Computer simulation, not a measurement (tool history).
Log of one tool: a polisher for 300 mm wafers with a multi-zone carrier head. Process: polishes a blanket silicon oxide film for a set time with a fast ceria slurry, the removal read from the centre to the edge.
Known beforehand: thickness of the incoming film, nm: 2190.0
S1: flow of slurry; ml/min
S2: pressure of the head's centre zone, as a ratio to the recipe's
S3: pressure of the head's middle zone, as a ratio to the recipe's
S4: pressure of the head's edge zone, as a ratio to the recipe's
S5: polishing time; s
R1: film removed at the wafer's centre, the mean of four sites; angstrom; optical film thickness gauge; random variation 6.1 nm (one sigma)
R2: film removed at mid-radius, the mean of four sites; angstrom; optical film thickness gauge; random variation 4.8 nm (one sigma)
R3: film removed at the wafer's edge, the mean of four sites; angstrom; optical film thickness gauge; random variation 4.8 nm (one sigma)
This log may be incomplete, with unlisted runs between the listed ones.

run    day   S1    S2    S3    S4  S5      R1      R2      R3
  1      0  245     1     1     1  51  5979.2  6604.3  6555.4
  2  0.321  245     1     1     1  39  4562.4  4995.4  5078.5
  3  0.633  255  1.03  0.97  1.06  43  5262.9  5438.7  5803.1
  4   0.75  270  1.05  0.96   1.1  45    5649  5638.5    6115
     0.946  -- centre zone pressure recalibrated
  5  0.946  270     1  0.96   1.1  45  5866.6  5640.9  6124.9
  6  0.988  270  0.95  0.96   1.1  45  5675.9  5624.8  6232.8
  7  1.179  280  0.93  0.96  1.13  46  5590.1  5819.2  6401.4
  8  1.342  285  0.94  0.94  1.15  48  5939.6  5922.4  6675.1

Run 9, settings as shown, results not yet in. Your forecast:
  9  1.467  290  0.95  0.93  1.16  49   ?   ?   ?

Run 9 measured R1 6193.3 angstrom, R2 5992.2 angstrom, R3 6890.7 angstrom.

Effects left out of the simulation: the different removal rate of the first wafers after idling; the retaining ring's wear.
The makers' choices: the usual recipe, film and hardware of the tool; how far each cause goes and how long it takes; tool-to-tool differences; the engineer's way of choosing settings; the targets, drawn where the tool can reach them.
